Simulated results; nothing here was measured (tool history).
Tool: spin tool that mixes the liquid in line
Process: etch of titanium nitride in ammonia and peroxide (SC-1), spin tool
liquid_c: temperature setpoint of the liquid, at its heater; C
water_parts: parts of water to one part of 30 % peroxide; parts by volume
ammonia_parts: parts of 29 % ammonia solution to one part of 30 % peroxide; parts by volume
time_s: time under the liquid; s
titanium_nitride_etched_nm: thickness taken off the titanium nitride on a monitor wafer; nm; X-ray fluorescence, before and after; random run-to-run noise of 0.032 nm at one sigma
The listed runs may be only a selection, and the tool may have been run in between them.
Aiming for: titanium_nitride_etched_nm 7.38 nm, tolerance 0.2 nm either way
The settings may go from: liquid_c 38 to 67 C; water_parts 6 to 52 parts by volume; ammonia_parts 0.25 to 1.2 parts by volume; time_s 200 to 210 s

run 1 day=0 | liquid_c=51 water_parts=29 ammonia_parts=0.95 time_s=200 | titanium_nitride_etched_nm=10.552
run 2 day=0.129 | liquid_c=47 water_parts=29 ammonia_parts=0.95 time_s=200 | titanium_nitride_etched_nm=7.9179
run 3 day=0.412 | liquid_c=51 water_parts=29 ammonia_parts=0.95 time_s=200 | titanium_nitride_etched_nm=10.517
run 4 day=0.508 | liquid_c=49.5 water_parts=29 ammonia_parts=0.95 time_s=200 | titanium_nitride_etched_nm=9.5453
run 5 day=0.579 | liquid_c=49.5 water_parts=29 ammonia_parts=1.15 time_s=200 | titanium_nitride_etched_nm=9.8956
run 6 day=0.662 | liquid_c=48 water_parts=29 ammonia_parts=1.15 time_s=200 | titanium_nitride_etched_nm=8.8238
run 7 day=0.929 | liquid_c=47 water_parts=29 ammonia_parts=1.15 time_s=200 | titanium_nitride_etched_nm=8.1874
run 8 day=1.092 | liquid_c=46.5 water_parts=29 ammonia_parts=1.15 time_s=200 | titanium_nitride_etched_nm=7.9291
run 9 day=1.158 | liquid_c=46 water_parts=29 ammonia_parts=1.15 time_s=200 | titanium_nitride_etched_nm=7.6634

Which single option among these 5 for the next run brings every result within its allowed miss of target? Just one does.
run A day=1.225 | liquid_c=50 water_parts=39 ammonia_parts=1 time_s=200 | titanium_nitride_etched_nm=?
run B day=1.225 | liquid_c=42 water_parts=20 ammonia_parts=1.2 time_s=200 | titanium_nitride_etched_nm=?
run C day=1.225 | liquid_c=45.5 water_parts=34.5 ammonia_parts=1 time_s=210 | titanium_nitride_etched_nm=?
run D day=1.225 | liquid_c=48 water_parts=39.5 ammonia_parts=1.15 time_s=200 | titanium_nitride_etched_nm=?
run E day=1.225 | liquid_c=44 water_parts=29 ammonia_parts=1.1 time_s=210 | titanium_nitride_etched_nm=?

move=A titanium_nitride_etched_nm=8.4079
move=B titanium_nitride_etched_nm=7.1293
move=C titanium_nitride_etched_nm=6.8892
move=D titanium_nitride_etched_nm=7.4461
move=E titanium_nitride_etched_nm=6.9423
A: the biggest miss grows against the last run
B: takes the result that was furthest off past its target
C: takes the result that was furthest off past its target
D: in spec on every target
E: takes the result that was furthest off past its target
Answer: D
